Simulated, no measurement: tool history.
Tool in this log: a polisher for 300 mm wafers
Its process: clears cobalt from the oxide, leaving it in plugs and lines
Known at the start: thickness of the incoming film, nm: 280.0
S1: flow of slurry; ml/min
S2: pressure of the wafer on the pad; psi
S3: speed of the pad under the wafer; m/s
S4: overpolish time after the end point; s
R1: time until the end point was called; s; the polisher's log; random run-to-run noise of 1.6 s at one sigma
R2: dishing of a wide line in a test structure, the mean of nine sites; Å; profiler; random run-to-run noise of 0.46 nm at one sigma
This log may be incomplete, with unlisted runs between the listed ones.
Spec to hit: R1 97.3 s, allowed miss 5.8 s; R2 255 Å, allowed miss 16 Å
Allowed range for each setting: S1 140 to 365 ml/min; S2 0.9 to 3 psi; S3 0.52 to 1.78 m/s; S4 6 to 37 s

run,hour,S1,S2,S3,S4,R1,R2
1,0,235,1.9,1.14,19,60.539,289.99
2,4.7,235,1.9,1.14,12,62.436,251.51
3,13.1,235,2.3,1.14,12,51.317,271.98
4,18.8,235,1.9,1.1,15,63.34,268.39
5,24.5,185,1.9,1.1,15,63.935,266.07
6,28.2,185,1.9,1.1,22,61.872,288.81
7,29.3,185,1.7,1.08,21,70.372,280.25
8,36.4,185,1.5,1.06,20,80.419,273.95

Which single option among these 5 for the next run brings every result within its allowed miss of target? Just one does.
A,43.5,200,1.6,1.2,14,?,?
B,43.5,160,1.5,1.1,25,?,?
C,43.5,175,1.3,1.02,37,?,?
D,43.5,170,1.4,0.94,19,?,?
E,43.5,145,1.3,0.9,26,?,?

move,R1,R2
A,67.715,250.12
B,79.893,279.22
C,96.388,288.76
D,98.117,245.38
E,111.11,261.93
A: its largest miss is bigger than the last run's
B: about as far from the targets as the last run
C: meets the target for the result that was furthest off, but another lies outside its allowed miss
D: every result lands within tolerance
E: takes the result that was furthest off past its target
Answer: D
